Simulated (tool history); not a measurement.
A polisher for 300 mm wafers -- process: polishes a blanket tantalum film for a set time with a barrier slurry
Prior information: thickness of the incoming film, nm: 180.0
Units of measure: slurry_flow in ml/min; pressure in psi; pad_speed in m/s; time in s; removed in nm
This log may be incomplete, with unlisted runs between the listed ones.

run,hour,slurry_flow,pressure,pad_speed,slurry_solids,time,removed
1,0.0,145,1.8,1.16,1.0,21,32.842
2,7.4,140,1.7,1.16,1.0,21,31.391
3,14.8,135,1.6,1.16,1.0,21,29.793
4,18.6,135,1.5,1.16,1.0,21,28.437
5,20.5,135,1.5,1.16,1.2,21,29.593
6,21.9,130,1.4,1.16,1.2,21,28.038
7,23.9,125,1.4,1.16,1.2,21,27.767

Forecast run 8:
8,28.2,120,1.4,1.16,1.2,21,?

Run 8 gave removed 27.196 nm.

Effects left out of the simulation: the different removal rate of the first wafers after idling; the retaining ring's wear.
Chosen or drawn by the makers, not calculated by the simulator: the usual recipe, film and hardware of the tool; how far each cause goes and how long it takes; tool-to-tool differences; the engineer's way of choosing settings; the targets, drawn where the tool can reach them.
